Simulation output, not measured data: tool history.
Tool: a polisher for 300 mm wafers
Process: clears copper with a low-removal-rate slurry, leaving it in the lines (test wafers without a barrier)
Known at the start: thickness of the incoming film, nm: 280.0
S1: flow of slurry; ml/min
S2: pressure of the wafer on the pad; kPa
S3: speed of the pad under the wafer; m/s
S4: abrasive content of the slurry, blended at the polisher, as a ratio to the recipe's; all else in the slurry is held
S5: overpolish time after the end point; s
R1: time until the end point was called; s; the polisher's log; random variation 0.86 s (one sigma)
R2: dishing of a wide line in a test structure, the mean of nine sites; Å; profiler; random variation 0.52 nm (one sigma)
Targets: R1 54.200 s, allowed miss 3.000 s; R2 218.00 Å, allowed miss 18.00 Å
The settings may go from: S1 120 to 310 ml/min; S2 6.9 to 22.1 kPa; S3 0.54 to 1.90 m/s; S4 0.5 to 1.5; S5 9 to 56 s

run,hour,S1,S2,S3,S4,S5,R1,R2
1,0.0,200,14.5,1.22,1.0,29,96.414,214.42
2,5.3,200,16.5,1.24,1.0,24,84.278,221.72
3,8.0,205,17.2,1.34,1.0,20,76.069,215.77
4,14.2,205,15.9,1.34,1.0,20,80.087,207.77
5,20.9,205,17.2,1.38,1.0,18,72.517,210.13
6,23.1,205,17.2,1.38,1.0,10,70.365,167.32
7,27.8,205,18.6,1.40,1.0,11,65.735,197.00
8,36.6,205,19.3,1.42,1.0,11,63.603,192.71
9,45.4,205,20.0,1.44,1.0,12,58.763,201.16

5 next moves are on the table. One of them brings every result within its allowed miss. Which?
A,54.2,220,20.7,1.60,1.3,13,?,?
B,54.2,200,22.1,1.72,0.9,11,?,?
C,54.2,155,22.1,1.74,1.0,11,?,?
D,54.2,190,22.1,1.26,1.0,19,?,?
E,54.2,255,22.1,1.36,1.2,17,?,?

move,R1,R2
A,49.969,214.78
B,47.800,210.32
C,47.852,210.27
D,63.738,220.37
E,55.052,221.38
A: takes the result that was furthest off past its target
B: takes the result that was furthest off past its target
C: takes the result that was furthest off past its target
D: further off than the last run
E: meets every target
Answer: E
